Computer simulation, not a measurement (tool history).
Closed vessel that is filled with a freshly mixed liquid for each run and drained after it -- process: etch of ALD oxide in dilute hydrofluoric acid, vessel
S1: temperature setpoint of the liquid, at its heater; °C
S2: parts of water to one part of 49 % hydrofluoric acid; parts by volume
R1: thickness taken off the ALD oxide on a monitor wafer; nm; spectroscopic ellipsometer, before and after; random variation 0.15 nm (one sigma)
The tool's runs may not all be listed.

Run 1, hour 0.0: S1 25.0 °C, S2 50 parts by volume, time in the liquid (s) 30. Result: R1 9.3944 nm.
Run 2, hour 5.8: S1 26.0 °C, S2 45 parts by volume, time in the liquid (s) 30. Result: R1 10.8790 nm.
Run 3, hour 12.6: S1 26.0 °C, S2 45 parts by volume, time in the liquid (s) 30. Result: R1 10.8830 nm.
Run 4, hour 14.4: S1 24.5 °C, S2 45 parts by volume, time in the liquid (s) 30. Result: R1 10.3550 nm.
Run 5, hour 23.4: S1 24.5 °C, S2 30 parts by volume, time in the liquid (s) 30. Result: R1 15.7330 nm.
Run 6, hour 25.0: S1 22.0 °C, S2 30 parts by volume, time in the liquid (s) 30. Result: R1 14.5100 nm.

Predict the results of run 7:
At hour 32.7: thermometer replaced.
Run 7, hour 32.7: S1 23.0 °C, S2 30 parts by volume, time in the liquid (s) 30. Result: R1 ?.

Run 7 yielded R1 13.7380 nm.
